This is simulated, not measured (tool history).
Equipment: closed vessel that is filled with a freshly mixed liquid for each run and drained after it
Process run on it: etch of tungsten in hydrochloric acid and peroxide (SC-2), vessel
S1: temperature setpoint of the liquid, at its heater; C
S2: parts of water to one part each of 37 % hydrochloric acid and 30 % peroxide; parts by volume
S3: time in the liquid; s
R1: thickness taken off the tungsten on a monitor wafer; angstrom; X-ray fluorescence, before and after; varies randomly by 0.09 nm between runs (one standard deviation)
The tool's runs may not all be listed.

Run 1, day 0: S1 53 C, S2 10 parts by volume, S3 130 s. Result: R1 341.48 angstrom.
Run 2, day 0.25: S1 56.5 C, S2 10 parts by volume, S3 130 s. Result: R1 428.34 angstrom.
Run 3, day 0.442: S1 63.5 C, S2 10 parts by volume, S3 130 s. Result: R1 670.85 angstrom.
Run 4, day 0.675: S1 63.5 C, S2 12 parts by volume, S3 130 s. Result: R1 572.56 angstrom.
Run 5, day 0.883: S1 63.5 C, S2 12 parts by volume, S3 130 s. Result: R1 569.56 angstrom.
Run 6, day 1.192: S1 63.5 C, S2 10.5 parts by volume, S3 130 s. Result: R1 641.39 angstrom.
Run 7, day 1.483: S1 58 C, S2 10.5 parts by volume, S3 130 s. Result: R1 451.84 angstrom.

Forecast run 8:
Run 8, day 1.679: S1 54 C, S2 10.5 parts by volume, S3 130 s. Result: R1 ?.

{"run 8": {"R1": 347.62}}
